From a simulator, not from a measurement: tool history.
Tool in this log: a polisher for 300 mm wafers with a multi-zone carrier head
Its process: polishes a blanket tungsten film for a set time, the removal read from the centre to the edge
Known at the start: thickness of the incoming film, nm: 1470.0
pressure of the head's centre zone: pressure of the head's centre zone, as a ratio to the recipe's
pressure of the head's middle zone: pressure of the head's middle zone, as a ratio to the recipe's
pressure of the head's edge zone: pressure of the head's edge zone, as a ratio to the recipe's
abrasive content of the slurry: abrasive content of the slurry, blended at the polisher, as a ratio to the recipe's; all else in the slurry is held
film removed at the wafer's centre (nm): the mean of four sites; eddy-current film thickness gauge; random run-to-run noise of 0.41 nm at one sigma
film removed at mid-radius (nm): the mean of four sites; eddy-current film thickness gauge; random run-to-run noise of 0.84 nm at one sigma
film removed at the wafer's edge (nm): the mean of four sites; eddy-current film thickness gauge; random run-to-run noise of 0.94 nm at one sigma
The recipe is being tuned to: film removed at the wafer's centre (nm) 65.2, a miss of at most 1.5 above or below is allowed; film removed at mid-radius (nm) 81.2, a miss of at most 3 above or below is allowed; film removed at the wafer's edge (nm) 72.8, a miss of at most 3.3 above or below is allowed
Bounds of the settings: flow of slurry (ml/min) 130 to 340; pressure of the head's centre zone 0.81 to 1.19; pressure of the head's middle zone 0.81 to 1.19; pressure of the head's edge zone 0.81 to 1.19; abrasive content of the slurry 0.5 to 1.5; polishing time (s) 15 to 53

run  hour  flow of slurry (ml/min)  pressure of the head's centre zone  pressure of the head's middle zone  pressure of the head's edge zone  abrasive content of the slurry  polishing time (s)  film removed at the wafer's centre (nm)  film removed at mid-radius (nm)  film removed at the wafer's edge (nm)
  1     0                      220                                   1                                   1                                 1                               1                  34                                   117.32                           116.46                                 122.07
  2   3.3                      220                                   1                                   1                                 1                             0.8                  34                                   113.77                           110.21                                 114.44
  3  11.3                      220                                1.03                                   1                                 1                             0.8                  34                                   116.04                           110.99                                 114.62
  4  12.4                      250                                1.03                                   1                                 1                             0.8                  34                                    116.7                           113.95                                 116.42
  5  19.9                      225                                1.03                                   1                                 1                             0.8                  34                                    114.5                           111.84                                 113.79
  6  20.9                      260                                1.03                                   1                                 1                             0.8                  34                                   119.65                           111.11                                 116.18
  7  25.2                      240                                0.99                                1.01                              0.98                            0.75                  32                                   104.85                            107.5                                 108.16
  8  26.3                      255                                0.89                                   1                              0.88                             0.5                  22                                   60.754                           66.175                                 66.574
  9    34                      260                                0.89                                1.03                               0.9                             0.5                  22                                   60.667                           69.847                                 66.258
 10  40.5                      265                                0.89                                1.04                              0.93                             0.5                  22                                   60.485                           71.396                                 67.115
 11  43.5                      265                                 0.9                                1.05                              0.95                             0.5                  22                                    61.52                           70.227                                 68.306

Exactly one of the 4 candidate moves below puts every result within its allowed miss. Which one?
  A  46.5                      290                                0.86                                 0.9                              1.19                             0.5                  22                                        ?                                ?                                      ?
  B  46.5                      275                                0.83                                1.04                              0.83                            0.55                  25                                        ?                                ?                                      ?
  C  46.5                      230                                0.91                                0.88                              1.07                            0.65                  23                                        ?                                ?                                      ?
  D  46.5                      300                                0.87                                1.19                              1.11                             0.5                  24                                        ?                                ?                                      ?

move  film removed at the wafer's centre (nm)  film removed at mid-radius (nm)  film removed at the wafer's edge (nm)
   A                                   58.751                           62.886                                 76.985
   B                                   65.215                           81.713                                 74.376
   C                                   66.352                           66.033                                 78.513
   D                                   65.215                           87.245                                 80.911
A: the biggest miss grows against the last run
B: meets every target
C: the biggest miss grows against the last run
D: takes the biggest miss from the last run beyond its target
The move that meets every target is B.
